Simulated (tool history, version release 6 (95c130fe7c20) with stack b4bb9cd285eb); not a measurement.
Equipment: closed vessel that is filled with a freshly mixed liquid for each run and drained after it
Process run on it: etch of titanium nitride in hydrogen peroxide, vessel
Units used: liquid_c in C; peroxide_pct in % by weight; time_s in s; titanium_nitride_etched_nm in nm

| run | hour | liquid_c | peroxide_pct | time_s | titanium_nitride_etched_nm |
|---|---|---|---|---|---|
| 1 | 0 | 46 | 23 | 205 | 5.0911 |
| 2 | 7.6 | 46 | 28 | 205 | 5.3016 |
| 3 | 15.8 | 42.5 | 28 | 205 | 4.0528 |
| 4 | 19.5 | 40 | 28 | 205 | 3.3652 |
| 5 | 27.8 | 38 | 28 | 205 | 2.8549 |
| 6 | 29 | 38 | 25 | 205 | 2.8069 |
| 7 | 36.7 | 37 | 25 | 205 | 2.603 |
| 8 | 40.6 | 36.5 | 25 | 205 | 2.4924 |
| 9 | 49.1 | 36 | 25 | 205 | 2.3912 |

Run 10 has not been measured yet. What should we expect?
|  | 50.4 | peroxide flow meter replaced |
| 10 | 50.4 | 35.5 | 25 | 205 | ? |

titanium_nitride_etched_nm: 2.2517 nm
